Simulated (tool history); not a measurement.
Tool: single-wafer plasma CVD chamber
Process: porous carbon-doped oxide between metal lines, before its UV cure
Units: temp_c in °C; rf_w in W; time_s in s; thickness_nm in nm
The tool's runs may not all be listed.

{"run": 1, "hour": 0.0, "temp_c": 290, "rf_w": 390, "time_s": 44.5, "thickness_nm": 201.8}
{"run": 2, "hour": 2.8, "temp_c": 290, "rf_w": 390, "time_s": 45.8, "thickness_nm": 208.46}
{"run": 3, "hour": 5.1, "temp_c": 290, "rf_w": 390, "time_s": 44.5, "thickness_nm": 200.31}
{"run": 4, "hour": 11.8, "temp_c": 290, "rf_w": 365, "time_s": 44.5, "thickness_nm": 190.43}
{"run": 5, "hour": 16.0, "temp_c": 293, "rf_w": 365, "time_s": 44.5, "thickness_nm": 188.05}
{"run": 6, "hour": 22.1, "temp_c": 296, "rf_w": 365, "time_s": 44.5, "thickness_nm": 185.98}
{"run": 7, "hour": 27.0, "temp_c": 298, "rf_w": 365, "time_s": 44.5, "thickness_nm": 181.58}

Run 8 comes next. What will it give?
{"run": 8, "hour": 34.6, "temp_c": 299, "rf_w": 365, "time_s": 44.5, "thickness_nm": "?"}

{"run 8": {"thickness_nm": 182.79}}

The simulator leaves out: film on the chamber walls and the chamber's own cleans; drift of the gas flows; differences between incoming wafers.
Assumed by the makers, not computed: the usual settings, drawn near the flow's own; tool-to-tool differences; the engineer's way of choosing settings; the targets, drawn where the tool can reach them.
